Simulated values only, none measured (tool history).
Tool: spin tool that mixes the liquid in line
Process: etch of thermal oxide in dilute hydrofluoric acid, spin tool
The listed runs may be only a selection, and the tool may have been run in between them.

run  hour  temperature setpoint of the liquid (K)  parts of water to one part of 49 % hydrofluoric acid (parts by volume)  time under the liquid (s)  thickness taken off the thermal oxide on a monitor wafer (Å)
  1     0                                  296.15                                                                     150                         95                                                        27.898
  2     3                                  296.15                                                                     150                         75                                                        22.033
  3   5.7                                  298.15                                                                     150                         75                                                        23.935
  4   7.2                                  299.65                                                                     140                         75                                                        27.247
  5   8.6                                  300.65                                                                     135                         75                                                        29.476
  6  12.4                                  302.15                                                                     135                         75                                                        30.902
  7    17                                  302.65                                                                     130                         75                                                        33.248
  8    25                                  303.15                                                                     130                         75                                                        33.971

Run 9 comes next. What will it give?
     33.6  -- hydrofluoric acid flow meter replaced
  9  33.6                                  304.15                                                                     125                         75                                                             ?

{"run 9": {"thickness taken off the thermal oxide on a monitor wafer (Å)": 39.53}}
